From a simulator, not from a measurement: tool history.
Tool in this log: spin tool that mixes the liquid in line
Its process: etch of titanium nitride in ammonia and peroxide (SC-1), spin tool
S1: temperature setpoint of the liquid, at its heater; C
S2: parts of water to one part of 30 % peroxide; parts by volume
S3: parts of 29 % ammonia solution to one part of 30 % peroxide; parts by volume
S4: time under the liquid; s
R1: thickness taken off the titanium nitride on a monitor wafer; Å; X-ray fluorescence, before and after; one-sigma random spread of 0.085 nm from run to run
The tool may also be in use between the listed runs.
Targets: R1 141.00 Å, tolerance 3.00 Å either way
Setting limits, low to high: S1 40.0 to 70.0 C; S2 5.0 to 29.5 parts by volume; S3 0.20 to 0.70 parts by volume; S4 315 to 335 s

run 1 hour=0.0 | S1=56.0 S2=16.5 S3=0.40 S4=315 | R1=183.33
run 2 hour=7.1 | S1=56.0 S2=16.5 S3=0.35 S4=315 | R1=176.84
run 3 hour=8.8 | S1=56.0 S2=14.5 S3=0.35 S4=315 | R1=188.33
run 4 hour=12.7 | S1=56.0 S2=14.5 S3=0.35 S4=335 | R1=205.95
run 5 hour=15.6 | S1=56.0 S2=14.5 S3=0.50 S4=335 | R1=219.02
run 6 hour=21.8 | S1=59.0 S2=14.5 S3=0.50 S4=335 | R1=266.40
run 7 hour=27.1 | S1=57.5 S2=14.5 S3=0.50 S4=335 | R1=241.90
run 8 hour=29.5 | S1=56.0 S2=14.5 S3=0.50 S4=335 | R1=216.89
run 9 hour=32.3 | S1=55.0 S2=14.5 S3=0.50 S4=335 | R1=203.02
run 10 hour=38.6 | S1=54.0 S2=14.5 S3=0.50 S4=335 | R1=189.26
run 11 hour=44.8 | S1=53.5 S2=14.5 S3=0.50 S4=335 | R1=183.35
run 12 hour=46.6 | S1=49.0 S2=14.5 S3=0.50 S4=335 | R1=133.81

Next run, 5 choices. One meets every target within its allowed miss, the rest don't. Which?
run A hour=48.4 | S1=49.5 S2=17.0 S3=0.60 S4=315 | R1=?
run B hour=48.4 | S1=47.0 S2=13.0 S3=0.55 S4=335 | R1=?
run C hour=48.4 | S1=50.0 S2=15.0 S3=0.50 S4=335 | R1=?
run D hour=48.4 | S1=47.5 S2=12.5 S3=0.50 S4=315 | R1=?
run E hour=48.4 | S1=47.0 S2=12.5 S3=0.65 S4=315 | R1=?

move=A R1=123.77
move=B R1=125.69
move=C R1=141.22
move=D R1=122.95
move=E R1=124.26
A: its largest miss is bigger than the last run's
B: its largest miss is bigger than the last run's
C: all results land within tolerance of their targets
D: its largest miss is bigger than the last run's
E: its largest miss is bigger than the last run's
Go with C: it meets all targets.
